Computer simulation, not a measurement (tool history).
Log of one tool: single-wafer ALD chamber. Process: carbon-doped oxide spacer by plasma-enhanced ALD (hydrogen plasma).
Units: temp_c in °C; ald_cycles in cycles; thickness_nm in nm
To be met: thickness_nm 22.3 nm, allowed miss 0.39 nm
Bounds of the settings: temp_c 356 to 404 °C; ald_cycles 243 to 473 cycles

{"run": 1, "hour": 0.0, "temp_c": 380, "ald_cycles": 358, "thickness_nm": 19.224}
{"run": 2, "hour": 2.3, "temp_c": 380, "ald_cycles": 365, "thickness_nm": 19.673}
{"run": 3, "hour": 10.5, "temp_c": 370, "ald_cycles": 365, "thickness_nm": 19.613}
{"run": 4, "hour": 19.2, "temp_c": 370, "ald_cycles": 371, "thickness_nm": 19.806}
{"run": 5, "hour": 27.6, "temp_c": 370, "ald_cycles": 377, "thickness_nm": 20.279}
{"run": 6, "hour": 31.3, "temp_c": 370, "ald_cycles": 381, "thickness_nm": 20.511}
{"run": 7, "hour": 34.2, "temp_c": 370, "ald_cycles": 385, "thickness_nm": 20.555}
{"run": 8, "hour": 39.7, "temp_c": 370, "ald_cycles": 389, "thickness_nm": 20.841}
{"run": 9, "hour": 42.1, "temp_c": 370, "ald_cycles": 392, "thickness_nm": 21.071}
{"run": 10, "hour": 43.6, "temp_c": 370, "ald_cycles": 392, "thickness_nm": 21.026}

5 next moves are on the table. One of them brings every result within its allowed miss. Which?
{"run": "A", "hour": 45.1, "temp_c": 371, "ald_cycles": 357, "thickness_nm": "?"}
{"run": "B", "hour": 45.1, "temp_c": 375, "ald_cycles": 371, "thickness_nm": "?"}
{"run": "C", "hour": 45.1, "temp_c": 367, "ald_cycles": 386, "thickness_nm": "?"}
{"run": "D", "hour": 45.1, "temp_c": 374, "ald_cycles": 360, "thickness_nm": "?"}
{"run": "E", "hour": 45.1, "temp_c": 377, "ald_cycles": 414, "thickness_nm": "?"}

move=A thickness_nm=19.376
move=B thickness_nm=20.136
move=C thickness_nm=20.95
move=D thickness_nm=19.539
move=E thickness_nm=22.47
A: further off than the last run
B: further off than the last run
C: further off than the last run
D: further off than the last run
E: meets every target
The right move is E.

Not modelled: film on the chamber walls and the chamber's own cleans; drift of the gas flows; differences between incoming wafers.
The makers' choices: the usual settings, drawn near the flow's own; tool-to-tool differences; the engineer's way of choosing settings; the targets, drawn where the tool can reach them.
